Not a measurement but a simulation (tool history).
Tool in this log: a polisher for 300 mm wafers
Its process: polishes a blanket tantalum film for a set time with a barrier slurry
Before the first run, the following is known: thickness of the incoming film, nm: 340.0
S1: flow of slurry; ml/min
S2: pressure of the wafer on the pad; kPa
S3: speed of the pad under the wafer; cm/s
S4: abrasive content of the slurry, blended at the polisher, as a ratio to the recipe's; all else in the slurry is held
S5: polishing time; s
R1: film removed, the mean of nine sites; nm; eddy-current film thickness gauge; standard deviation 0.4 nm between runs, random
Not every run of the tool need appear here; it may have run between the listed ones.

run  hour   S1    S2   S3  S4  S5      R1
  1     0  305  10.3  100   1  79  85.196
  2   1.3  305     9   92   1  79  68.675
  3   5.4  305   7.6   92   1  79   58.47
  4   8.2  305   6.9   88   1  79  51.209
  5  12.3  305   6.9   88   1  83  54.177
  6    19  305   6.2   86   1  83  47.685
  7  23.2  305   4.8   82   1  83  36.614
  8  28.9  305   5.5   82   1  83  41.204
  9  36.3  305   4.8   82   1  83  36.642
 10  41.6  305   5.5   82   1  83  41.546
 11  43.3  305   4.8   82   1  83  36.334
 12  50.2  305   5.5   82   1  83  41.737
 13  51.7  305   4.8   82   1  83  36.996

Run 14 has not been measured yet. What should we expect?
 14  58.1  305  4.8  84   1  83   ?

{"run 14": {"R1": 36.951}}
